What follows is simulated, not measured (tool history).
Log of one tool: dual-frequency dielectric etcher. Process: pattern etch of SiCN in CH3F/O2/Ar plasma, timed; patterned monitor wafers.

run	day	source power (W)	bias power (W)	etch time (s)	mean etch depth across the wafer (Å)
1	0	350	66	132.5	442.95
2	0.2	350	66	132.5	447.13
3	0.258	360	67	132.5	452.42
4	0.583	320	67	132.5	444.71
5	0.717	320	69	132.5	442.73
6	0.967	260	69	132.5	416.85
7	1.179	280	70	132.5	430.24

Run 8 comes next. What will it give?
8	1.462	350	76	133	?

mean etch depth across the wafer (Å): 464.5

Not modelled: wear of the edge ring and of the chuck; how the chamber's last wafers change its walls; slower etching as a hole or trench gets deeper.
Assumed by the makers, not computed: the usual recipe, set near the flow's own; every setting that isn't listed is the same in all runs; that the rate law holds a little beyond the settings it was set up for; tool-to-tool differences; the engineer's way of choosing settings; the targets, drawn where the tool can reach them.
